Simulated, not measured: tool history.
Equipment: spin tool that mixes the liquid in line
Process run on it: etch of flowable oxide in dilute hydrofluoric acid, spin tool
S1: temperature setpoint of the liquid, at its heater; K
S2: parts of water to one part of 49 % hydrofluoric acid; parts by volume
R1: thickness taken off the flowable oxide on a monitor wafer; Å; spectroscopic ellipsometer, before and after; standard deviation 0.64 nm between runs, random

run 1 hour=0.0 | S1=297.15 S2=210 time_under_the_liquid_(s)=275 | R1=355.14
run 2 hour=4.7 | S1=298.65 S2=195 time_under_the_liquid_(s)=275 | R1=406.47
run 3 hour=13.5 | S1=298.65 S2=195 time_under_the_liquid_(s)=275 | R1=415.32
run 4 hour=19.4 | S1=298.65 S2=195 time_under_the_liquid_(s)=295 | R1=447.30
run 5 hour=25.2 | S1=299.65 S2=185 time_under_the_liquid_(s)=295 | R1=484.58
run 6 hour=28.2 | S1=302.15 S2=185 time_under_the_liquid_(s)=295 | R1=528.30

The next listed run, before its measurement:
run 7 hour=32.3 | S1=302.65 S2=180 time_under_the_liquid_(s)=295 | R1=?

For run 7 the tool returned R1 560.10 Å.

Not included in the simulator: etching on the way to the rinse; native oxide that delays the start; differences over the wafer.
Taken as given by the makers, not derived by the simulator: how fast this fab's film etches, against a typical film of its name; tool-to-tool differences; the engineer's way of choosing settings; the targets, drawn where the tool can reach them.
